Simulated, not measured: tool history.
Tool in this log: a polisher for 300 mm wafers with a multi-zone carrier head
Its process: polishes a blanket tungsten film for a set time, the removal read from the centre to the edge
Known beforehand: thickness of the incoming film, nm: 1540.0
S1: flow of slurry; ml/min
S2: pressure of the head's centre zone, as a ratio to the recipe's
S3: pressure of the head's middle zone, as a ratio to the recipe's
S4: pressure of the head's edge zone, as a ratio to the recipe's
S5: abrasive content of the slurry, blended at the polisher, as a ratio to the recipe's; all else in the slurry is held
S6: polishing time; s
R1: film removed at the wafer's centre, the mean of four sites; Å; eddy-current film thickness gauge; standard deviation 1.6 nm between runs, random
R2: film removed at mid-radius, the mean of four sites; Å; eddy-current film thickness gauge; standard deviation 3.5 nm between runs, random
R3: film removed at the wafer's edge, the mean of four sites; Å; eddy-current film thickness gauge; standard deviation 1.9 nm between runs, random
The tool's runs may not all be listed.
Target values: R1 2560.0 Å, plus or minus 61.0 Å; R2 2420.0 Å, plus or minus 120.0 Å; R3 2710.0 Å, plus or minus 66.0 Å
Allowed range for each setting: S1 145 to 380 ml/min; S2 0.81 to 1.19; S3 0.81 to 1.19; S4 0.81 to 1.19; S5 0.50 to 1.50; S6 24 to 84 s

run 1 day=0.000 | S1=245 S2=1.00 S3=1.00 S4=1.00 S5=1.00 S6=54 | R1=3637.2 R2=3551.6 R3=3493.3
run 2 day=0.096 | S1=230 S2=0.96 S3=0.94 S4=0.97 S5=0.85 S6=53 | R1=3250.5 R2=3051.7 R3=3261.8
run 3 day=0.346 | S1=225 S2=0.93 S3=0.93 S4=0.93 S5=0.75 S6=52 | R1=2962.0 R2=2969.9 R3=3024.8
run 4 day=0.617 | S1=225 S2=0.93 S3=0.99 S4=0.93 S5=0.75 S6=52 | R1=2972.6 R2=3188.4 R3=3073.9
run 5 day=0.817 | S1=215 S2=0.91 S3=0.94 S4=0.91 S5=0.70 S6=52 | R1=2859.8 R2=2966.9 R3=2998.4
run 6 day=1.058 | S1=215 S2=0.91 S3=1.00 S4=0.91 S5=0.70 S6=52 | R1=2836.4 R2=3133.4 R3=2975.3
run 7 day=1.371 | S1=200 S2=0.90 S3=0.94 S4=0.89 S5=0.65 S6=52 | R1=2722.3 R2=2907.1 R3=2866.0
run 8 day=1.729 | S1=200 S2=0.90 S3=0.94 S4=0.89 S5=0.65 S6=52 | R1=2759.8 R2=2902.0 R3=2891.9
run 9 day=1.946 | S1=190 S2=0.89 S3=0.90 S4=0.88 S5=0.60 S6=52 | R1=2649.0 R2=2750.2 R3=2796.3
run 10 day=2.304 | S1=180 S2=0.89 S3=0.87 S4=0.89 S5=0.60 S6=52 | R1=2593.2 R2=2616.1 R3=2770.8

4 candidate next runs follow, results not yet known. Just one meets every target within its allowed miss. Identify it.
run A day=2.662 | S1=175 S2=0.88 S3=1.02 S4=0.87 S5=0.50 S6=50 | R1=? R2=? R3=?
run B day=2.662 | S1=185 S2=0.87 S3=0.81 S4=0.96 S5=0.50 S6=54 | R1=? R2=? R3=?
run C day=2.662 | S1=255 S2=0.88 S3=0.81 S4=0.86 S5=0.60 S6=49 | R1=? R2=? R3=?
run D day=2.662 | S1=190 S2=0.89 S3=0.86 S4=0.86 S5=0.55 S6=49 | R1=? R2=? R3=?

move=A R1=2350.3 R2=2658.7 R3=2533.2
move=B R1=2535.2 R2=2395.6 R3=2879.0
move=C R1=2549.8 R2=2368.4 R3=2686.7
move=D R1=2413.5 R2=2338.8 R3=2552.9
A: moves away from the targets compared with the last run
B: meets the target for the result that was furthest off, but another lies outside its allowed miss
C: meets every target
D: meets the target for the result that was furthest off, but another lies outside its allowed miss
Answer: C
